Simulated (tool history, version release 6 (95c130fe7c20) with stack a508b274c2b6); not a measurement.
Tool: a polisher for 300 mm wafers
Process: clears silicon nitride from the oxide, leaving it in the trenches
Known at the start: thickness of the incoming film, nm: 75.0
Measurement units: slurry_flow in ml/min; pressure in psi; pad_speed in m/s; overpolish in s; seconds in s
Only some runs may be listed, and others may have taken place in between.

run	day	slurry_flow	pressure	pad_speed	overpolish	seconds
1	0.000	120	2.1	1.02	43	128.83
2	0.104	120	1.6	1.02	43	166.55
3	0.404	100	1.6	1.02	43	168.74
4	0.600	125	1.6	1.02	43	167.20
5	0.738	125	1.6	0.90	43	187.78
6	0.917	125	1.6	1.14	43	150.05

What does the tool deliver on the next run?
7	1.171	125	1.9	1.16	43	?

seconds: 125.62 s
